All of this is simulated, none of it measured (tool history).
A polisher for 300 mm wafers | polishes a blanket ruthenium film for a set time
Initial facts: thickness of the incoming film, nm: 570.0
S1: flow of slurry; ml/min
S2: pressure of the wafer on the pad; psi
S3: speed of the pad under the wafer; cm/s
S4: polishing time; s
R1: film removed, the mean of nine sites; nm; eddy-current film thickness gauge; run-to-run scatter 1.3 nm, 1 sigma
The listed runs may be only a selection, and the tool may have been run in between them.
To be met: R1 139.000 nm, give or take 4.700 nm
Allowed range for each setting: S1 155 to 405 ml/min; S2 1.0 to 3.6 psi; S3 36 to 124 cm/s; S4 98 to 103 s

| run | hour | S1 | S2 | S3 | S4 | R1 |
|---|---|---|---|---|---|---|
| 1 | 0.0 | 260 | 2.3 | 80 | 98 | 109.520 |
| 2 | 7.5 | 260 | 2.3 | 72 | 98 | 100.940 |
| 3 | 13.4 | 260 | 2.5 | 72 | 98 | 107.950 |
| 4 | 19.2 | 260 | 2.7 | 72 | 98 | 116.910 |
| 5 | 21.4 | 260 | 2.7 | 56 | 98 | 91.165 |
| 6 | 27.1 | 210 | 2.7 | 56 | 98 | 87.884 |
| 7 | 28.6 | 235 | 3.0 | 56 | 98 | 97.728 |
| 8 | 33.9 | 255 | 3.2 | 58 | 98 | 108.360 |
| 9 | 37.7 | 255 | 3.2 | 58 | 98 | 109.450 |
| 10 | 40.3 | 270 | 3.3 | 60 | 98 | 116.930 |
|  | 43.5 | slurry nozzle cleaned |
| 11 | 43.5 | 280 | 3.4 | 62 | 98 | 131.990 |
| 12 | 47.5 | 280 | 3.4 | 62 | 98 | 129.120 |

Below are 4 possible settings for the next run. Only one of them brings all results inside the allowed miss of their targets. Which is it?
| A | 51.5 | 255 | 3.6 | 60 | 102 | ? |
| B | 51.5 | 330 | 3.5 | 64 | 103 | ? |
| C | 51.5 | 205 | 3.5 | 72 | 101 | ? |
| D | 51.5 | 285 | 2.7 | 72 | 103 | ? |

| move | R1 |
|---|---|
| A | 135.590 |
| B | 145.550 |
| C | 151.470 |
| D | 126.220 |
A: all results in spec
B: pushes the last run's worst result past its target
C: pushes the last run's worst result past its target
D: lands further from the targets than the last run did
Answer: A
